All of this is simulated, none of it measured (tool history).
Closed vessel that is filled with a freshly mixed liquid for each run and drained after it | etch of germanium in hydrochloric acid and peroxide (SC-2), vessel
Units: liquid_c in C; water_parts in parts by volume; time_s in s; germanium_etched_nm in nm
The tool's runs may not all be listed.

run  hour  liquid_c  water_parts  time_s  germanium_etched_nm
  1   0.0      62.0          8.0     100               530.65
  2   7.3      62.0          8.0     100               529.42
  3  14.1      62.0          8.0     100               529.75
  4  22.2      65.0          8.0     100               578.60
  5  24.8      67.0          8.0     100               609.93
  6  26.3      67.0          6.0     100               622.31
  7  31.2      68.5          6.0     100               648.01

The next listed run, before its measurement:
  8  37.9      69.5          6.0     100                    ?

{"run 8": {"germanium_etched_nm": 667.87}}
